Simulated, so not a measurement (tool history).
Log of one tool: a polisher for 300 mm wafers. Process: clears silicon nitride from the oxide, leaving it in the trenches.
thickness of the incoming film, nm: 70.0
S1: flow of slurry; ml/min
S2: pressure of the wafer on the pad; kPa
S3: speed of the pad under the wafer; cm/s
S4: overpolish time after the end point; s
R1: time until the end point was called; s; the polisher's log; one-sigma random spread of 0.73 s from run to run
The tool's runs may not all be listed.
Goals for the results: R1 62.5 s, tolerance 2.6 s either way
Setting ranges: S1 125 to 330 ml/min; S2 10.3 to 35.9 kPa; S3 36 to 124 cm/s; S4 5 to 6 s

run 1 hour=0 | S1=210 S2=22.8 S3=80 S4=6 | R1=79.39
run 2 hour=4.4 | S1=210 S2=22.8 S3=80 S4=5 | R1=78.75
run 3 hour=10.6 | S1=210 S2=24.1 S3=80 S4=5 | R1=73.648
run 4 hour=18.8 | S1=210 S2=24.8 S3=80 S4=5 | R1=71.522
run 5 hour=23 | S1=210 S2=25.5 S3=80 S4=5 | R1=71.478
run 6 hour=30.2 | S1=210 S2=26.2 S3=80 S4=5 | R1=69.167
run 7 hour=32.8 | S1=210 S2=26.9 S3=80 S4=5 | R1=68.022
run 8 hour=41.8 | S1=210 S2=27.6 S3=80 S4=5 | R1=64.642
run 9 hour=45.6 | S1=210 S2=27.6 S3=80 S4=5 | R1=65

4 candidate next runs follow, results not yet known. Just one meets every target within its allowed miss. Identify it.
run A hour=49.4 | S1=230 S2=26.9 S3=76 S4=5 | R1=?
run B hour=49.4 | S1=225 S2=26.2 S3=88 S4=5 | R1=?
run C hour=49.4 | S1=170 S2=26.2 S3=84 S4=6 | R1=?
run D hour=49.4 | S1=225 S2=26.9 S3=78 S4=6 | R1=?

move=A R1=67.801
move=B R1=62.061
move=C R1=67.199
move=D R1=66.617
A: its largest miss is bigger than the last run's
B: hits every target within its allowed miss
C: its largest miss is bigger than the last run's
D: its largest miss is bigger than the last run's
B is the move that brings every result within its allowed miss.
